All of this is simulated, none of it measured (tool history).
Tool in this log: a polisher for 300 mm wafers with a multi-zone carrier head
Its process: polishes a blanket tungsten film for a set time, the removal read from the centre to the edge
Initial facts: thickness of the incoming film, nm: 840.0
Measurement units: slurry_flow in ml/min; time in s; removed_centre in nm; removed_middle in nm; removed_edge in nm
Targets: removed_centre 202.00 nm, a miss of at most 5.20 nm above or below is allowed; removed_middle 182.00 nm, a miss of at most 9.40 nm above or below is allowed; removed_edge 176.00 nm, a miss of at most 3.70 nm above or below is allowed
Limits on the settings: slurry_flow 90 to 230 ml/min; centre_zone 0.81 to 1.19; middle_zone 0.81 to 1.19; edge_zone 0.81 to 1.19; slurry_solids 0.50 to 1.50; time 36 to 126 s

Run 1, hour 0.0: slurry_flow 150 ml/min, centre_zone 1.00, middle_zone 1.00, edge_zone 1.00, slurry_solids 1.00, time 81 s. Result: removed_centre 317.37 nm, removed_middle 318.51 nm, removed_edge 322.82 nm.
Run 2, hour 7.7: slurry_flow 150 ml/min, centre_zone 1.00, middle_zone 1.00, edge_zone 0.93, slurry_solids 1.00, time 81 s. Result: removed_centre 316.23 nm, removed_middle 316.07 nm, removed_edge 306.51 nm.
Run 3, hour 14.8: slurry_flow 150 ml/min, centre_zone 1.00, middle_zone 0.94, edge_zone 0.93, slurry_solids 1.00, time 81 s. Result: removed_centre 320.52 nm, removed_middle 296.71 nm, removed_edge 312.28 nm.
Run 4, hour 18.1: slurry_flow 150 ml/min, centre_zone 1.00, middle_zone 0.94, edge_zone 0.87, slurry_solids 1.00, time 81 s. Result: removed_centre 323.16 nm, removed_middle 296.62 nm, removed_edge 297.50 nm.
Run 5, hour 23.8: slurry_flow 150 ml/min, centre_zone 0.95, middle_zone 0.94, edge_zone 0.87, slurry_solids 1.00, time 81 s. Result: removed_centre 303.18 nm, removed_middle 307.11 nm, removed_edge 300.38 nm.
Run 6, hour 25.4: slurry_flow 145 ml/min, centre_zone 0.97, middle_zone 0.94, edge_zone 0.86, slurry_solids 0.90, time 75 s. Result: removed_centre 273.42 nm, removed_middle 262.05 nm, removed_edge 265.73 nm.
Run 7, hour 27.4: slurry_flow 140 ml/min, centre_zone 0.99, middle_zone 0.97, edge_zone 0.85, slurry_solids 0.80, time 71 s. Result: removed_centre 256.28 nm, removed_middle 238.09 nm, removed_edge 242.53 nm.
Run 8, hour 28.5: slurry_flow 135 ml/min, centre_zone 1.00, middle_zone 1.00, edge_zone 0.84, slurry_solids 0.75, time 68 s. Result: removed_centre 237.70 nm, removed_middle 231.35 nm, removed_edge 223.05 nm.
Run 9, hour 33.9: slurry_flow 130 ml/min, centre_zone 1.02, middle_zone 1.01, edge_zone 0.83, slurry_solids 0.70, time 66 s. Result: removed_centre 229.45 nm, removed_middle 217.37 nm, removed_edge 208.43 nm.
Run 10, hour 42.1: slurry_flow 125 ml/min, centre_zone 1.03, middle_zone 1.01, edge_zone 0.83, slurry_solids 0.65, time 65 s. Result: removed_centre 218.86 nm, removed_middle 211.79 nm, removed_edge 199.05 nm.
Run 11, hour 46.9: slurry_flow 120 ml/min, centre_zone 1.04, middle_zone 1.00, edge_zone 0.83, slurry_solids 0.60, time 65 s. Result: removed_centre 211.59 nm, removed_middle 207.37 nm, removed_edge 192.23 nm.
Run 12, hour 52.0: slurry_flow 115 ml/min, centre_zone 1.05, middle_zone 0.97, edge_zone 0.83, slurry_solids 0.60, time 65 s. Result: removed_centre 213.19 nm, removed_middle 193.05 nm, removed_edge 190.60 nm.

Next run, 5 choices. One meets every target within its allowed miss, the rest don't. Which?
Run A, hour 57.1: slurry_flow 105 ml/min, centre_zone 1.12, middle_zone 0.99, edge_zone 0.84, slurry_solids 0.65, time 59 s. Result: removed_centre ?, removed_middle ?, removed_edge ?.
Run B, hour 57.1: slurry_flow 125 ml/min, centre_zone 1.11, middle_zone 0.87, edge_zone 0.87, slurry_solids 0.55, time 58 s. Result: removed_centre ?, removed_middle ?, removed_edge ?.
Run C, hour 57.1: slurry_flow 125 ml/min, centre_zone 0.92, middle_zone 0.88, edge_zone 0.91, slurry_solids 0.60, time 67 s. Result: removed_centre ?, removed_middle ?, removed_edge ?.
Run D, hour 57.1: slurry_flow 135 ml/min, centre_zone 1.04, middle_zone 0.88, edge_zone 1.00, slurry_solids 0.85, time 50 s. Result: removed_centre ?, removed_middle ?, removed_edge ?.
Run E, hour 57.1: slurry_flow 125 ml/min, centre_zone 1.14, middle_zone 0.88, edge_zone 0.82, slurry_solids 0.60, time 57 s. Result: removed_centre ?, removed_middle ?, removed_edge ?.

move  removed_centre  removed_middle  removed_edge
   A          205.05          182.52        177.88
   B          196.75          157.71        172.03
   C          199.72          190.19        209.57
   D          190.09          162.45        186.40
   E          204.53          161.66        170.13
A: all results in spec
B: the result that was furthest off in the last run now lies on the other side of its target
C: lands further from the targets than the last run did
D: nearer the targets than the last run, but a result is still out of spec
E: the result that was furthest off in the last run now lies on the other side of its target
The right move is A.
